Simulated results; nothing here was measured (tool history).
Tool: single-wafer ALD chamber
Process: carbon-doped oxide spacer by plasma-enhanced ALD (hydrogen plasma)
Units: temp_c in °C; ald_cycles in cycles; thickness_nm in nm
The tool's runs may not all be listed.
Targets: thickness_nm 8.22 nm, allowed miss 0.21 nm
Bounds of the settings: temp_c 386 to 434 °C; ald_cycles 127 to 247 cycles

{"run": 1, "day": 0.0, "temp_c": 410, "ald_cycles": 187, "thickness_nm": 9.1633}
{"run": 2, "day": 0.325, "temp_c": 401, "ald_cycles": 187, "thickness_nm": 9.479}
{"run": 3, "day": 0.4, "temp_c": 404, "ald_cycles": 182, "thickness_nm": 9.1001}
{"run": 4, "day": 0.729, "temp_c": 394, "ald_cycles": 182, "thickness_nm": 9.3336}
{"run": 5, "day": 0.933, "temp_c": 402, "ald_cycles": 182, "thickness_nm": 9.2393}
{"run": 6, "day": 1.142, "temp_c": 402, "ald_cycles": 201, "thickness_nm": 10.191}
{"run": 7, "day": 1.283, "temp_c": 404, "ald_cycles": 192, "thickness_nm": 9.6965}
{"run": 8, "day": 1.588, "temp_c": 413, "ald_cycles": 162, "thickness_nm": 7.9732}

Which of these 5 next moves meets every target?
{"run": "A", "day": 1.892, "temp_c": 401, "ald_cycles": 170, "thickness_nm": "?"}
{"run": "B", "day": 1.892, "temp_c": 409, "ald_cycles": 178, "thickness_nm": "?"}
{"run": "C", "day": 1.892, "temp_c": 415, "ald_cycles": 168, "thickness_nm": "?"}
{"run": "D", "day": 1.892, "temp_c": 413, "ald_cycles": 181, "thickness_nm": "?"}
{"run": "E", "day": 1.892, "temp_c": 421, "ald_cycles": 182, "thickness_nm": "?"}

move=A thickness_nm=8.6365
move=B thickness_nm=8.8508
move=C thickness_nm=8.2175
move=D thickness_nm=8.9022
move=E thickness_nm=8.7549
A: takes the result that was furthest off past its target
B: takes the result that was furthest off past its target
C: meets every target
D: takes the result that was furthest off past its target
E: takes the result that was furthest off past its target
Move C is the one to make.
